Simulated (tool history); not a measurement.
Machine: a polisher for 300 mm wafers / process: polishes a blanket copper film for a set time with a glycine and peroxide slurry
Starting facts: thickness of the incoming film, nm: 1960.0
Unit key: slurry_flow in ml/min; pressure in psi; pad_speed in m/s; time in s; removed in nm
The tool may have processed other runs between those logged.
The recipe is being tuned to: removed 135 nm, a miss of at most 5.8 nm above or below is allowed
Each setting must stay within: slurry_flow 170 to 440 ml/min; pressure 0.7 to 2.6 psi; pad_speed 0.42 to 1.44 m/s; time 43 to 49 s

run 1 day=0 | slurry_flow=280 pressure=1.6 pad_speed=0.92 time=49 | removed=181.34
run 2 day=0.312 | slurry_flow=210 pressure=1.6 pad_speed=0.92 time=49 | removed=173.21
run 3 day=0.475 | slurry_flow=275 pressure=1.6 pad_speed=0.92 time=49 | removed=180.22
run 4 day=0.779 | slurry_flow=270 pressure=1.4 pad_speed=0.9 time=49 | removed=164.39
run 5 day=1.033 | slurry_flow=265 pressure=1.3 pad_speed=0.9 time=49 | removed=152.95
run 6 day=1.246 | slurry_flow=260 pressure=1.2 pad_speed=0.9 time=49 | removed=150.44
run 7 day=1.333 | slurry_flow=260 pressure=0.9 pad_speed=0.88 time=49 | removed=124.08
run 8 day=1.479 | slurry_flow=265 pressure=0.9 pad_speed=0.88 time=49 | removed=125.92
run 9 day=1.704 | slurry_flow=270 pressure=0.9 pad_speed=0.88 time=49 | removed=124.13

Of the 5 settings listed for the next run, only one would bring every result within its allowed miss of target. Which one?
run A day=1.929 | slurry_flow=285 pressure=0.9 pad_speed=1 time=46 | removed=?
run B day=1.929 | slurry_flow=330 pressure=1.4 pad_speed=0.76 time=45 | removed=?
run C day=1.929 | slurry_flow=320 pressure=1.1 pad_speed=1.08 time=47 | removed=?
run D day=1.929 | slurry_flow=285 pressure=1.3 pad_speed=0.92 time=45 | removed=?
run E day=1.929 | slurry_flow=310 pressure=1.3 pad_speed=0.98 time=44 | removed=?

move=A removed=125.88
move=B removed=135.64
move=C removed=153.57
move=D removed=145.22
move=E removed=149.22
A: an improvement on the last run, though not all results are within tolerance
B: all results in spec
C: moves the result that the last run missed by most past its target, out the other side
D: moves the result that the last run missed by most past its target, out the other side
E: moves the result that the last run missed by most past its target, out the other side
So the answer is move B, the one that meets all the targets.
